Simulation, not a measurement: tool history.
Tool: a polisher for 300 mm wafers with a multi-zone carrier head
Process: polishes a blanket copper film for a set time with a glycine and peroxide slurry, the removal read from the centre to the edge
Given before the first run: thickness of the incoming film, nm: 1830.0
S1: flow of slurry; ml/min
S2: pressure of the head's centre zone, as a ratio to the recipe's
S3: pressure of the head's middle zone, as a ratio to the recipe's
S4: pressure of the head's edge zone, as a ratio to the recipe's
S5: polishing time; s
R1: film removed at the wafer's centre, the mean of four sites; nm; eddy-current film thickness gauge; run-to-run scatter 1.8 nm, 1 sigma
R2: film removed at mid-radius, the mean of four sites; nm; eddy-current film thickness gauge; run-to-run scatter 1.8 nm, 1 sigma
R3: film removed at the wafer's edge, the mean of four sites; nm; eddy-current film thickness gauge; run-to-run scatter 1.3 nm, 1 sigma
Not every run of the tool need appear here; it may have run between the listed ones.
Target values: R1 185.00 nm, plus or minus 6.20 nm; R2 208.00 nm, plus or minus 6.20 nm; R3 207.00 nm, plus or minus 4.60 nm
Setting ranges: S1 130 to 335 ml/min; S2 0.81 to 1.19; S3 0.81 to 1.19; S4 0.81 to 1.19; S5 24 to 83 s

run	hour	S1	S2	S3	S4	S5	R1	R2	R3
1	0.0	215	1.00	1.00	1.00	53	232.13	240.29	233.78
2	5.6	210	0.98	0.99	0.98	53	226.30	238.45	232.59
3	10.6	210	1.01	0.99	0.98	53	233.39	239.86	233.35
4	17.3	210	1.01	0.99	0.98	40	176.73	184.59	175.22
5	24.2	260	1.01	0.99	0.98	40	180.93	185.50	177.70
6	31.3	260	1.00	1.00	1.00	40	178.90	187.60	179.47
7	39.1	260	1.00	1.01	1.02	40	179.22	185.74	182.35
8	41.6	260	1.00	1.03	1.03	40	177.81	192.06	183.40

Exercise: of the 5 proposed moves below, exactly one satisfies all targets within the stated allowed misses. Which move is it?
A	44.1	265	1.06	1.16	0.94	36	?	?	?
B	44.1	260	0.98	1.02	1.06	42	?	?	?
C	44.1	300	1.05	0.98	1.09	42	?	?	?
D	44.1	235	0.85	1.01	1.14	45	?	?	?
E	44.1	255	0.94	1.04	1.11	44	?	?	?

move	R1	R2	R3
A	172.53	183.89	158.07
B	185.51	193.66	195.54
C	201.21	189.73	200.01
D	170.68	204.41	216.11
E	186.07	205.69	209.37
A: further off than the last run
B: gains on the last run, yet a result remains outside its allowed miss
C: gains on the last run, yet a result remains outside its allowed miss
D: pushes the last run's worst result past its target
E: in spec on every target
Go with E: it meets all targets.

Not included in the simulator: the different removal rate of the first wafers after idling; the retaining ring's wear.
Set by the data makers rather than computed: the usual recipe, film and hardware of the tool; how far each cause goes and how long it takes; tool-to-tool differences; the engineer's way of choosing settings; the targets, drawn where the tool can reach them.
